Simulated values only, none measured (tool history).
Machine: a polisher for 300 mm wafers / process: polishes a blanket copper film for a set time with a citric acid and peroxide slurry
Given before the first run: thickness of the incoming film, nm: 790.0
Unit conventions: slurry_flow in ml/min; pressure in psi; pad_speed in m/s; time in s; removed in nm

Run 1, hour 0: slurry_flow 210 ml/min, pressure 3.3 psi, pad_speed 1 m/s, slurry_solids 1, time 77 s. Result: removed 220.12 nm.
Run 2, hour 4: slurry_flow 210 ml/min, pressure 2.9 psi, pad_speed 0.98 m/s, slurry_solids 1, time 77 s. Result: removed 191.7 nm.
Run 3, hour 6.5: slurry_flow 210 ml/min, pressure 2.9 psi, pad_speed 1.1 m/s, slurry_solids 1, time 77 s. Result: removed 220.5 nm.
Run 4, hour 13.8: slurry_flow 210 ml/min, pressure 2.6 psi, pad_speed 1.04 m/s, slurry_solids 1, time 77 s. Result: removed 187.5 nm.
Run 5, hour 21.4: slurry_flow 210 ml/min, pressure 2.3 psi, pad_speed 1 m/s, slurry_solids 1, time 77 s. Result: removed 173.53 nm.
Run 6, hour 27.2: slurry_flow 210 ml/min, pressure 2.1 psi, pad_speed 0.94 m/s, slurry_solids 1, time 77 s. Result: removed 151.39 nm.

The next listed run, before its measurement:
Run 7, hour 35.1: slurry_flow 210 ml/min, pressure 2 psi, pad_speed 0.92 m/s, slurry_solids 1, time 77 s. Result: removed ?.

removed: 140.94 nm

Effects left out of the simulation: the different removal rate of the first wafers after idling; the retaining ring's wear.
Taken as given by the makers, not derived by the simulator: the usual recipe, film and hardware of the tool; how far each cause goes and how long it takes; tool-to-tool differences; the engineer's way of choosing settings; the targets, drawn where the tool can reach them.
